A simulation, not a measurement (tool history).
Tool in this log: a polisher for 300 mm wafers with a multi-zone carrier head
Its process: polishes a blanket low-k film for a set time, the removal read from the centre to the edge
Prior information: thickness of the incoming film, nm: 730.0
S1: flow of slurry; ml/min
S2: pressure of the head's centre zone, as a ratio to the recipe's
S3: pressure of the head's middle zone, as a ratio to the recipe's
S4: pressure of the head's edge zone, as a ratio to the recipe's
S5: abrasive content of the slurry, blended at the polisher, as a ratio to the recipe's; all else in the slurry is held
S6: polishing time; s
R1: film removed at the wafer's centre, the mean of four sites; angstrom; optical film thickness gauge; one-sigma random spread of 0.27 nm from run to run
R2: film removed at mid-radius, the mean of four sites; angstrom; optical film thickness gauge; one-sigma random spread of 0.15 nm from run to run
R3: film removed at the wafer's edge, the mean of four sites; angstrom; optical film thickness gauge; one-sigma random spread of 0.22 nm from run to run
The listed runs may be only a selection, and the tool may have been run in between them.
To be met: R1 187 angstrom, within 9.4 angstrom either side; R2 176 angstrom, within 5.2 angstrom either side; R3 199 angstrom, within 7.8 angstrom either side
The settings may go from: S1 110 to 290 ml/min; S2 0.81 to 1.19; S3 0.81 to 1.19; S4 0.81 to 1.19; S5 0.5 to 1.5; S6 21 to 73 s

run	hour	S1	S2	S3	S4	S5	S6	R1	R2	R3
1	0	185	1	1	1	1	47	214.98	210.71	209.49
2	0.7	185	0.97	1	1	1	47	212.08	210.37	212.51
3	6.4	185	0.97	1.06	1	1	47	215.22	221.59	206.47
4	11.7	175	0.97	1	0.99	0.95	47	205.44	205.7	206.93
5	14.2	175	0.97	1	0.99	0.95	39	174.25	169.65	168.81
6	21.8	175	0.89	1	0.99	0.95	39	160.13	170.56	169.53
7	23.7	185	0.91	0.98	1.03	1	39	165.67	170.93	176.77
8	28.1	190	0.93	0.96	1.05	1.05	39	172.83	176.32	182.57

Exactly one of the 5 candidate moves below puts every result within its allowed miss. Which one?
A	32.5	140	1.09	1.11	1.04	1.15	36	?	?	?
B	32.5	190	0.82	0.93	1.08	1.05	41	?	?	?
C	32.5	160	0.96	0.93	1.13	0.8	48	?	?	?
D	32.5	215	1.13	1.09	1.03	1.15	34	?	?	?
E	32.5	240	0.88	0.97	0.95	1	39	?	?	?

move	R1	R2	R3
A	177.95	179.34	169.63
B	175.08	178.95	196.55
C	188.82	176.74	199.24
D	187.32	180.02	168.87
E	175.77	178.08	178.61
A: its largest miss is bigger than the last run's
B: corrects the largest miss of the last run, while another result sits out of spec
C: meets every target
D: its largest miss is bigger than the last run's
E: its largest miss is bigger than the last run's
Move C is the one to make.

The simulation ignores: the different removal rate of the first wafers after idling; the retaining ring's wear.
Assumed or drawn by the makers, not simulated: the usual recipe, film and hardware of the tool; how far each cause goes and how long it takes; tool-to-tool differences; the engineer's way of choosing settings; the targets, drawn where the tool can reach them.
